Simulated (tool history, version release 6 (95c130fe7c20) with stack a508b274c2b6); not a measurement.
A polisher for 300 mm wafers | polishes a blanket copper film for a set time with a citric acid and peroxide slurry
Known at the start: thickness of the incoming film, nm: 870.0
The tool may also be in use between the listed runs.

run	hour	flow of slurry (ml/min)	pressure of the wafer on the pad (kPa)	speed of the pad under the wafer (m/s)	abrasive content of the slurry	polishing time (s)	film removed (Å)
1	0.0	220	20.0	0.80	1.0	60	1190.60
2	2.6	215	18.6	0.80	1.0	60	1110.40
3	6.2	215	18.6	0.72	1.0	60	1005.50
4	8.8	215	18.6	0.88	1.0	60	1222.80
5	9.5	210	17.2	0.88	1.0	60	1156.30
6	17.3	210	17.2	0.88	1.0	60	1148.30
7	19.1	210	17.2	0.88	1.0	60	1140.10
8	26.2	205	15.9	0.88	1.0	60	1058.70
9	32.7	200	15.2	0.88	1.0	60	1022.00
10	37.4	195	14.5	0.88	1.0	60	980.56
11	42.4	190	14.5	0.88	1.0	60	991.35

For run 12, what comes out?
12	49.4	190	12.4	0.88	1.0	60	?

For run 12 the tool returned film removed (Å) 860.84.
